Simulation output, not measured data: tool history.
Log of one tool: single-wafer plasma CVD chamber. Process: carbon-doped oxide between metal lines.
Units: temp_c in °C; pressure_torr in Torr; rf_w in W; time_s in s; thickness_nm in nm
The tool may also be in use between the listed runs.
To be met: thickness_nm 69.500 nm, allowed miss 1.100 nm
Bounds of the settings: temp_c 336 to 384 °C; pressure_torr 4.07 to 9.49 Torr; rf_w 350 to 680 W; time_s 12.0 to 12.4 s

run  hour  temp_c  pressure_torr  rf_w  time_s  thickness_nm
  1   0.0     360           6.78   515    12.0        61.067
  2   7.7     360           6.78   515    12.4        63.207
  3   9.8     358           6.92   520    12.4        63.496
  4  17.3     365           6.92   520    12.4        62.924
  5  22.5     365           6.92   520    12.0        60.537
  6  28.0     365           7.41   520    12.0        60.435
  7  33.0     365           7.41   520    12.0        60.870
  8  35.5     364           7.51   535    12.0        62.117
  9  38.9     362           7.58   545    12.0        62.934
 10  46.3     361           7.61   555    12.0        63.668
 11  55.1     360           7.64   565    12.0        64.005
 12  57.4     359           7.67   575    12.0        65.382
 13  63.7     358           7.70   580    12.0        65.074
 14  71.2     358           7.72   590    12.0        66.311
 15  76.7     357           7.74   595    12.0        66.114
 16  78.2     357           7.78   600    12.0        67.233
 17  79.5     357           7.79   605    12.0        67.200

Which of these 5 next moves meets every target?
  A  80.8     363           8.14   595    12.2             ?
  B  80.8     353           9.28   525    12.2             ?
  C  80.8     359           7.34   625    12.3             ?
  D  80.8     360           8.27   585    12.3             ?
  E  80.8     366           9.37   550    12.4             ?

move  thickness_nm
   A        67.364
   B        65.201
   C        69.940
   D        67.849
   E        65.764
A: nearer than the last run, and not there yet
B: further off than the last run
C: meets every target
D: nearer than the last run, and not there yet
E: further off than the last run
Answer: C

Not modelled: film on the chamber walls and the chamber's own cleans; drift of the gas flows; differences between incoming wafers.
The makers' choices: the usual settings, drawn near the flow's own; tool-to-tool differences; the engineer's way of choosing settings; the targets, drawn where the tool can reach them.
